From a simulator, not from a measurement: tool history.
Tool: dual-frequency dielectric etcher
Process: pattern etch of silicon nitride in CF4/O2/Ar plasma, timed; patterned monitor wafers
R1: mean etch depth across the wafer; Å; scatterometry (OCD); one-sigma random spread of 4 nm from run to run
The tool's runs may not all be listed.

Run 1, day 0.000: source power (kW) 0.580, bias power (kW) 0.049, Ar flow (sccm) 84, CF4 flow (sccm) 137, etch time (s) 479.5. Result: R1 10299.0 Å.
Run 2, day 0.042: source power (kW) 0.580, bias power (kW) 0.049, Ar flow (sccm) 98, CF4 flow (sccm) 137, etch time (s) 479.5. Result: R1 10195.0 Å.
Run 3, day 0.146: source power (kW) 0.490, bias power (kW) 0.049, Ar flow (sccm) 98, CF4 flow (sccm) 137, etch time (s) 479.5. Result: R1 8525.1 Å.
Run 4, day 0.512: source power (kW) 0.540, bias power (kW) 0.049, Ar flow (sccm) 98, CF4 flow (sccm) 137, etch time (s) 479.5. Result: R1 9515.2 Å.
Run 5, day 0.708: source power (kW) 0.580, bias power (kW) 0.049, Ar flow (sccm) 98, CF4 flow (sccm) 137, etch time (s) 479.5. Result: R1 10216.0 Å.
Run 6, day 0.808: source power (kW) 0.610, bias power (kW) 0.049, Ar flow (sccm) 98, CF4 flow (sccm) 137, etch time (s) 479.5. Result: R1 10821.0 Å.
Run 7, day 0.962: source power (kW) 0.640, bias power (kW) 0.049, Ar flow (sccm) 98, CF4 flow (sccm) 137, etch time (s) 479.5. Result: R1 11309.0 Å.
Run 8, day 1.325: source power (kW) 0.660, bias power (kW) 0.049, Ar flow (sccm) 98, CF4 flow (sccm) 137, etch time (s) 479.5. Result: R1 11649.0 Å.
Run 9, day 1.617: source power (kW) 0.680, bias power (kW) 0.049, Ar flow (sccm) 98, CF4 flow (sccm) 137, etch time (s) 479.5. Result: R1 12091.0 Å.
Run 10, day 1.925: source power (kW) 0.700, bias power (kW) 0.049, Ar flow (sccm) 98, CF4 flow (sccm) 137, etch time (s) 479.5. Result: R1 12428.0 Å.
Run 11, day 2.108: source power (kW) 0.700, bias power (kW) 0.049, Ar flow (sccm) 98, CF4 flow (sccm) 137, etch time (s) 479.5. Result: R1 12424.0 Å.
Run 12, day 2.417: source power (kW) 0.720, bias power (kW) 0.049, Ar flow (sccm) 98, CF4 flow (sccm) 137, etch time (s) 479.5. Result: R1 12847.0 Å.

Run 13, settings as shown, results not yet in. Your forecast:
Run 13, day 2.625: source power (kW) 0.730, bias power (kW) 0.049, Ar flow (sccm) 98, CF4 flow (sccm) 137, etch time (s) 479.5. Result: R1 ?.

Logged for run 13: R1 12966.0 Å.

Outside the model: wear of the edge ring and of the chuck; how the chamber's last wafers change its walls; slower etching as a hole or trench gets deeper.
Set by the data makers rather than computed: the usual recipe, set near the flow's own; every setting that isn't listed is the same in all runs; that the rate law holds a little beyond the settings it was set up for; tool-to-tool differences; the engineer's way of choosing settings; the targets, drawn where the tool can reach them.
